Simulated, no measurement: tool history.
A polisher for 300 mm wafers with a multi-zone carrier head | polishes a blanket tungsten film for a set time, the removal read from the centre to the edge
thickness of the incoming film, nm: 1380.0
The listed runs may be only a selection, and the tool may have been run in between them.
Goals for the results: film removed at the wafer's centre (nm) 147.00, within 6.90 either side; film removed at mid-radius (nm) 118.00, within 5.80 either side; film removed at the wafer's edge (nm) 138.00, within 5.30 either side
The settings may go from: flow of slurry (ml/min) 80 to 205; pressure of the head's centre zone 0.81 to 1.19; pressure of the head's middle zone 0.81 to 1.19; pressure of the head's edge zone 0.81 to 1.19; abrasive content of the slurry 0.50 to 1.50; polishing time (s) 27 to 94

| run | hour | flow of slurry (ml/min) | pressure of the head's centre zone | pressure of the head's middle zone | pressure of the head's edge zone | abrasive content of the slurry | polishing time (s) | film removed at the wafer's centre (nm) | film removed at mid-radius (nm) | film removed at the wafer's edge (nm) |
|---|---|---|---|---|---|---|---|---|---|---|
| 1 | 0.0 | 135 | 1.00 | 1.00 | 1.00 | 1.00 | 60 | 203.05 | 190.81 | 202.54 |
| 2 | 5.7 | 135 | 1.00 | 1.00 | 1.00 | 1.00 | 66 | 218.22 | 212.60 | 223.05 |
| 3 | 12.0 | 135 | 1.00 | 1.00 | 1.00 | 1.00 | 72 | 240.36 | 234.91 | 244.04 |
| 4 | 13.3 | 130 | 1.01 | 0.96 | 0.97 | 0.85 | 65 | 210.33 | 197.91 | 208.20 |
| 5 | 18.1 | 130 | 1.01 | 0.96 | 0.97 | 0.85 | 73 | 236.22 | 222.52 | 238.43 |
| 6 | 21.1 | 125 | 1.02 | 0.92 | 0.96 | 0.75 | 64 | 211.05 | 179.58 | 197.99 |
| 7 | 23.7 | 120 | 1.00 | 0.90 | 0.95 | 0.65 | 59 | 178.85 | 160.63 | 173.14 |
| 8 | 25.0 | 115 | 1.00 | 0.87 | 0.96 | 0.60 | 56 | 164.72 | 142.53 | 166.20 |
| 9 | 33.2 | 110 | 1.01 | 0.85 | 0.94 | 0.55 | 54 | 154.98 | 133.45 | 156.21 |
| 10 | 40.9 | 100 | 1.09 | 0.81 | 0.87 | 0.50 | 49 | 150.43 | 111.56 | 134.48 |

Below are 5 possible settings for the next run. Only one of them brings all results inside the allowed miss of their targets. Which is it?
| A | 48.6 | 110 | 1.02 | 0.91 | 0.91 | 0.50 | 50 | ? | ? | ? |
| B | 48.6 | 165 | 1.12 | 0.83 | 0.93 | 0.75 | 43 | ? | ? | ? |
| C | 48.6 | 135 | 0.99 | 0.81 | 0.81 | 0.55 | 49 | ? | ? | ? |
| D | 48.6 | 105 | 1.15 | 0.84 | 0.87 | 0.55 | 49 | ? | ? | ? |
| E | 48.6 | 110 | 1.05 | 0.81 | 0.87 | 0.50 | 45 | ? | ? | ? |

| move | film removed at the wafer's centre (nm) | film removed at mid-radius (nm) | film removed at the wafer's edge (nm) |
|---|---|---|---|
| A | 143.38 | 127.78 | 142.28 |
| B | 157.68 | 117.34 | 139.16 |
| C | 145.03 | 120.45 | 139.73 |
| D | 158.80 | 117.56 | 138.16 |
| E | 132.77 | 104.48 | 126.07 |
A: pushes the last run's worst result past its target
B: brings the last run's worst result on target, with another outside its allowed miss
C: all results in spec
D: brings the last run's worst result on target, with another outside its allowed miss
E: its largest miss is bigger than the last run's
C meets every target.
